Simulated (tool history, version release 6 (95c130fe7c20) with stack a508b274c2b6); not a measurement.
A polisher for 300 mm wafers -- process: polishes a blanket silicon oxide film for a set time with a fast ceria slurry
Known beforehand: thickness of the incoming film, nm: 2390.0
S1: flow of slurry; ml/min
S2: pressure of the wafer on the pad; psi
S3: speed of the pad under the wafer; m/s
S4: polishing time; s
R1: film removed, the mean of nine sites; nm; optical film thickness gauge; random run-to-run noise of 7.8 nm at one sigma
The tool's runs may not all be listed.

run,day,S1,S2,S3,S4,R1
1,0,200,3.2,1,46,712.6
2,0.242,200,3.5,1,46,792.94
3,0.404,200,3.1,1,46,717.27
4,0.496,200,3.8,1,46,856.15
5,0.733,200,3.8,0.74,46,648.59
6,0.883,200,3.8,0.74,46,675.29

Estimate the outcome of run 7 from the log above:
7,1.012,200,3.7,0.74,46,?

{"run 7": {"R1": 652.42}}
